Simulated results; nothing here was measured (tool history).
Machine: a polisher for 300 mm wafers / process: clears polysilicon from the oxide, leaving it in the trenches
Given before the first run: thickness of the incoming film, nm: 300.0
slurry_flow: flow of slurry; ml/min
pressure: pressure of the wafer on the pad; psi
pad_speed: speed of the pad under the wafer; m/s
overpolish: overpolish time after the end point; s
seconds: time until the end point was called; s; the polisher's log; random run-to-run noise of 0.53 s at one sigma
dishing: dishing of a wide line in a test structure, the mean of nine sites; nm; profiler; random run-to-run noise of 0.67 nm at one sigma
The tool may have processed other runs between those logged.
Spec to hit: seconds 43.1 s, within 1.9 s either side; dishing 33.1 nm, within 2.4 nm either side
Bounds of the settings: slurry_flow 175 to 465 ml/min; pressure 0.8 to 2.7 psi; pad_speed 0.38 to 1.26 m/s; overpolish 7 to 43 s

run	hour	slurry_flow	pressure	pad_speed	overpolish	seconds	dishing
1	0	295	1.7	0.82	22	38.746	44.041
2	4.3	295	1.6	0.82	22	40.406	45.505
3	12.8	290	1.9	0.68	17	40.412	42.707
4	18.7	340	1.9	0.68	17	39.864	42.437
5	21.3	340	1.6	0.68	17	46.553	40.832
6	24.1	340	1.6	0.52	17	56.929	36.677
7	28.2	390	2.1	0.38	7	53.714	25.863
8	35.5	375	2.2	0.4	10	49.592	32.148
9	43.4	380	2.3	0.4	10	47.205	33.899
10	44.5	385	2.3	0.4	9	48.222	30.953
11	49.9	375	2.5	0.4	13	43.738	37.758
12	56.3	390	2.4	0.42	7	44.373	29.249
13	63.2	380	2.4	0.42	8	44.62	30.09

Consider the 5 candidate settings below. Which is the only one whose results all fall within their allowed miss of target?
A	70.1	360	1.7	0.58	20	?	?
B	70.1	400	2.6	0.4	9	?	?
C	70.1	360	2.4	0.44	16	?	?
D	70.1	335	2.3	0.48	13	?	?
E	70.1	385	2.4	0.52	14	?	?

move	seconds	dishing
A	49.723	43.259
B	42.682	34.19
C	43.512	42.295
D	42.865	39.855
E	38.524	42.16
A: carries the result that was furthest off beyond its target, to the other side
B: each result inside its tolerance
C: carries the result that was furthest off beyond its target, to the other side
D: carries the result that was furthest off beyond its target, to the other side
E: carries the result that was furthest off beyond its target, to the other side
The right move is B.

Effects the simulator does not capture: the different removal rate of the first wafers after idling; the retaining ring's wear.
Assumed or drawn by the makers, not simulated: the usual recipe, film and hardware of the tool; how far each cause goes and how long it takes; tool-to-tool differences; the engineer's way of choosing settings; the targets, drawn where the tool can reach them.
